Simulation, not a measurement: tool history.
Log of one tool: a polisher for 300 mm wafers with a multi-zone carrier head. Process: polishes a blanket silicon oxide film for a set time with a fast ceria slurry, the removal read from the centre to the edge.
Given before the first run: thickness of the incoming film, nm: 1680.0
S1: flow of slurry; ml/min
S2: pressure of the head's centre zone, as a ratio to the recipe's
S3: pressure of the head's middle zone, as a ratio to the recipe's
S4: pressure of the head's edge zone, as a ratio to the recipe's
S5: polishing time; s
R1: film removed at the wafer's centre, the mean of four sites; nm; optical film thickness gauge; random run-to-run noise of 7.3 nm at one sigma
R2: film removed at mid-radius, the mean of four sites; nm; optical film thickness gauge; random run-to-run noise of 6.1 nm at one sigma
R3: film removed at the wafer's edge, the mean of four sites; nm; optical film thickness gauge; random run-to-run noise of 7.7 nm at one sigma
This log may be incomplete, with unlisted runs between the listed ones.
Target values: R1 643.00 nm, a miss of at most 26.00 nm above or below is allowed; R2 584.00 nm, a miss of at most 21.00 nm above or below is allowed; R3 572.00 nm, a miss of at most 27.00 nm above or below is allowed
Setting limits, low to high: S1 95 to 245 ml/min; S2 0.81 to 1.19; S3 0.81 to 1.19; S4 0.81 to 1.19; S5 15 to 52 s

run,hour,S1,S2,S3,S4,S5,R1,R2,R3
1,0.0,155,1.00,1.00,1.00,33,542.00,558.15,541.34
2,6.5,155,1.00,1.00,1.00,38,622.99,644.50,617.89
3,8.0,155,1.00,0.93,1.00,38,611.85,594.36,635.33
4,9.1,155,1.02,0.94,0.97,38,628.20,602.09,604.48
5,17.3,155,1.03,0.94,0.96,38,627.22,595.74,600.15
6,25.7,155,1.04,0.94,0.95,38,659.12,608.24,612.46
7,32.2,150,1.04,0.94,0.94,38,647.44,591.70,605.01
8,37.9,150,1.04,0.94,0.93,38,644.09,584.86,605.15
9,45.3,155,1.04,0.95,0.92,38,658.58,591.65,598.99
10,50.0,155,1.04,0.96,0.91,38,641.56,618.54,606.21
11,57.9,155,1.04,0.96,0.91,38,642.25,608.24,607.16
12,61.2,155,1.05,0.96,0.91,38,654.32,615.53,590.63
13,64.1,155,1.05,0.96,0.91,38,653.85,612.81,605.92
14,72.4,155,1.06,0.96,0.90,38,663.91,608.75,585.85
15,80.4,150,1.06,0.96,0.90,38,651.00,608.42,589.76
16,89.2,150,1.06,0.96,0.90,38,648.35,618.57,596.99

Next run, 4 choices. One meets every target within its allowed miss, the rest don't. Which?
A,98.0,105,1.02,0.84,0.96,42,?,?,?
B,98.0,225,1.13,1.00,1.02,33,?,?,?
C,98.0,95,0.97,0.98,0.95,46,?,?,?
D,98.0,130,1.04,1.14,0.87,38,?,?,?

move,R1,R2,R3
A,624.49,572.81,633.39
B,637.05,582.26,566.24
C,631.99,676.38,676.66
D,611.02,670.78,565.25
A: puts the biggest miss on target and leaves a different result outside tolerance
B: meets every target
C: its largest miss is bigger than the last run's
D: its largest miss is bigger than the last run's
The move that meets every target is B.

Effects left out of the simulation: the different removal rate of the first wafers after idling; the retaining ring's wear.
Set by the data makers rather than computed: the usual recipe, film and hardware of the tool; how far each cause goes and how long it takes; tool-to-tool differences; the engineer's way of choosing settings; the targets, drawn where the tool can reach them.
